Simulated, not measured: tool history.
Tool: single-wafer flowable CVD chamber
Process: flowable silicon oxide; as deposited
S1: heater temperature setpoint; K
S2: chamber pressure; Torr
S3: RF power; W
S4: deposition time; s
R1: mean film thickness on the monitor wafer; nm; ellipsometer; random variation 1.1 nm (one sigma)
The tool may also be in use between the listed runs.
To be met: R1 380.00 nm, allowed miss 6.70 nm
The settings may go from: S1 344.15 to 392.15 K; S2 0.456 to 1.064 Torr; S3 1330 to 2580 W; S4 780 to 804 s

run,hour,S1,S2,S3,S4,R1
1,0.0,368.15,0.760,1955,780,539.68
2,2.7,370.15,0.760,1955,780,511.05
3,5.6,376.15,0.760,1955,780,424.50
4,14.4,376.15,0.760,1955,780,427.81
5,15.5,376.15,0.760,1955,804,441.12
6,19.7,366.15,0.760,1955,804,593.81
7,28.6,369.15,0.760,1955,804,542.54
8,32.8,371.15,0.760,1955,804,513.50
# hour 34.0: capacitance manometer re-zeroed and calibrated
9,34.0,373.15,0.760,1955,804,458.61
10,37.1,374.15,0.760,1955,804,446.54

4 next moves are on the table. One of them brings every result within its allowed miss. Which?
A,40.2,380.15,0.749,1925,800,?
B,40.2,377.15,0.695,1945,780,?
C,40.2,375.15,0.688,1720,804,?
D,40.2,379.15,0.714,2080,802,?

move,R1
A,362.25
B,360.50
C,376.82
D,364.08
A: takes the result that was furthest off past its target
B: takes the result that was furthest off past its target
C: meets every target
D: takes the result that was furthest off past its target
Answer: C
